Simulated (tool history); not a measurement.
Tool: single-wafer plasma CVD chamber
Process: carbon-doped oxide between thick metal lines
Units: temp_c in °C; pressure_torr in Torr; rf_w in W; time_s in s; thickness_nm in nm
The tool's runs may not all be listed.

run 1 hour=0.0 | temp_c=335 pressure_torr=6.12 rf_w=665 time_s=70.1 | thickness_nm=440.00
run 2 hour=6.0 | temp_c=335 pressure_torr=5.41 rf_w=665 time_s=70.1 | thickness_nm=429.36
run 3 hour=11.9 | temp_c=330 pressure_torr=5.41 rf_w=665 time_s=70.1 | thickness_nm=433.32
run 4 hour=15.7 | temp_c=330 pressure_torr=5.41 rf_w=605 time_s=70.1 | thickness_nm=408.05
run 5 hour=20.6 | temp_c=330 pressure_torr=4.84 rf_w=605 time_s=70.1 | thickness_nm=396.93
run 6 hour=26.0 | temp_c=330 pressure_torr=4.84 rf_w=680 time_s=70.1 | thickness_nm=431.51
run 7 hour=34.8 | temp_c=331 pressure_torr=4.61 rf_w=660 time_s=69.9 | thickness_nm=417.91
run 8 hour=37.1 | temp_c=331 pressure_torr=4.43 rf_w=645 time_s=69.7 | thickness_nm=405.73

The next listed run, before its measurement:
run 9 hour=38.6 | temp_c=332 pressure_torr=4.25 rf_w=640 time_s=69.6 | thickness_nm=?

thickness_nm: 397.95 nm

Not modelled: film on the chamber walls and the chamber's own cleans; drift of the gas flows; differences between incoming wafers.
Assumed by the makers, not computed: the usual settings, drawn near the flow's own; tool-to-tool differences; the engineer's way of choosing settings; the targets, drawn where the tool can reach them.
